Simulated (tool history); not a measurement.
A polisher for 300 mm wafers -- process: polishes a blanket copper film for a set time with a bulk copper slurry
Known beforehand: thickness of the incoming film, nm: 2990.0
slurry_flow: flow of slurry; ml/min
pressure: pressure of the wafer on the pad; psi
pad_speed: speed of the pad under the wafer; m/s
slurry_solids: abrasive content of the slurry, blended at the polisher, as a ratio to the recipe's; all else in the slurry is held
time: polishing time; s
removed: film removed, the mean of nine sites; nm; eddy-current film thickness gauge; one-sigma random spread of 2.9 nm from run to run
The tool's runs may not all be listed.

run,hour,slurry_flow,pressure,pad_speed,slurry_solids,time,removed
1,0,185,2.1,1.14,1,86,545.78
2,4,185,2.4,1.14,1,86,596.06
3,11.9,180,2.2,1.14,1,86,562.29
4,14.9,180,2,1.14,1,86,506.99
5,15.6,140,2,1.14,1,86,491.64
6,22.5,135,1.9,1.14,1,86,470.17

Run 7, settings as shown, results not yet in. Your forecast:
7,27.9,135,1.8,1.14,1,86,?

Run 7 yielded removed 449.45 nm.
